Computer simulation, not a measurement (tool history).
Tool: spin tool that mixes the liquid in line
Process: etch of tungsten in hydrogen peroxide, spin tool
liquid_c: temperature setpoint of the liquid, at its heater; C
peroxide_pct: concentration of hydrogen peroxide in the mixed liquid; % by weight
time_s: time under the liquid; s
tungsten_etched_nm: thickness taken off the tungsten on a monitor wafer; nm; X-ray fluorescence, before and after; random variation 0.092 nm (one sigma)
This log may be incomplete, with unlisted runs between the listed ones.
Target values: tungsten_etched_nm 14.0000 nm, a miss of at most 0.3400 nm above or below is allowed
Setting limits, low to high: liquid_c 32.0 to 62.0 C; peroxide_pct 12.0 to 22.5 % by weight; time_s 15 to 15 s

run	day	liquid_c	peroxide_pct	time_s	tungsten_etched_nm
1	0.000	46.0	15.5	15	12.8160
2	0.058	49.0	15.5	15	15.5960
3	0.083	42.0	15.5	15	9.9827
4	0.204	42.0	15.5	15	10.0850
5	0.421	35.0	15.5	15	6.3292
6	0.667	37.0	15.5	15	7.2567
# day 0.879: peroxide flow meter replaced
7	0.879	45.0	15.5	15	11.9490
8	1.017	45.5	15.5	15	12.2150
9	1.354	46.0	15.5	15	12.5500
10	1.625	46.5	15.5	15	12.9390

Pick the move, out of 4, that brings all results within their allowed miss; only one does.
A	1.896	47.5	14.0	15	?
B	1.896	48.0	13.5	15	?
C	1.896	46.5	16.0	15	?
D	1.896	48.0	15.0	15	?

move	tungsten_etched_nm
A	13.1130
B	13.2820
C	13.1720
D	14.0000
A: gains on the last run, yet a result remains outside its allowed miss
B: gains on the last run, yet a result remains outside its allowed miss
C: gains on the last run, yet a result remains outside its allowed miss
D: all results in spec
Correct choice: D, which meets every target
